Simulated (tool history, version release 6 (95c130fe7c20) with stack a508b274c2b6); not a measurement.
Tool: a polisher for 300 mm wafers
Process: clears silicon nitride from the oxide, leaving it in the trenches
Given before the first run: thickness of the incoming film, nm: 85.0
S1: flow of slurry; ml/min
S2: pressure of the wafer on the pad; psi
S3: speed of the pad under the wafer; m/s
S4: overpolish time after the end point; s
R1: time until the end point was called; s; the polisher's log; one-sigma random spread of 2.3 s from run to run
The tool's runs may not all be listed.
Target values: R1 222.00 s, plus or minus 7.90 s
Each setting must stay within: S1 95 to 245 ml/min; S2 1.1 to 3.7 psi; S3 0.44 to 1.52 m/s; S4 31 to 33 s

| run | hour | S1 | S2 | S3 | S4 | R1 |
|---|---|---|---|---|---|---|
| 1 | 0.0 | 155 | 2.4 | 0.98 | 31 | 123.46 |
| 2 | 4.0 | 150 | 2.1 | 0.98 | 31 | 138.87 |
| 3 | 11.7 | 150 | 1.7 | 0.98 | 31 | 162.05 |
| 4 | 15.8 | 150 | 1.6 | 0.96 | 31 | 176.87 |
| 5 | 21.9 | 150 | 1.5 | 0.96 | 31 | 181.83 |
| 6 | 27.7 | 150 | 1.5 | 0.96 | 33 | 179.03 |
| 7 | 34.6 | 135 | 1.1 | 0.92 | 33 | 243.79 |
| 8 | 42.4 | 140 | 1.1 | 0.92 | 33 | 237.07 |
| 9 | 45.1 | 145 | 1.1 | 0.92 | 33 | 240.79 |
| 10 | 51.7 | 150 | 1.1 | 0.92 | 33 | 239.97 |

Which of these 5 next moves meets every target?
| A | 58.3 | 160 | 1.4 | 0.76 | 33 | ? |
| B | 58.3 | 150 | 1.3 | 0.76 | 31 | ? |
| C | 58.3 | 115 | 1.1 | 1.06 | 31 | ? |
| D | 58.3 | 140 | 1.1 | 0.82 | 31 | ? |
| E | 58.3 | 160 | 1.1 | 0.84 | 31 | ? |

| move | R1 |
|---|---|
| A | 239.55 |
| B | 255.75 |
| C | 221.03 |
| D | 270.75 |
| E | 257.81 |
A: about the same distance from the targets as the last run
B: moves away from the targets compared with the last run
C: each result inside its tolerance
D: moves away from the targets compared with the last run
E: moves away from the targets compared with the last run
C is the move that brings every result within its allowed miss.
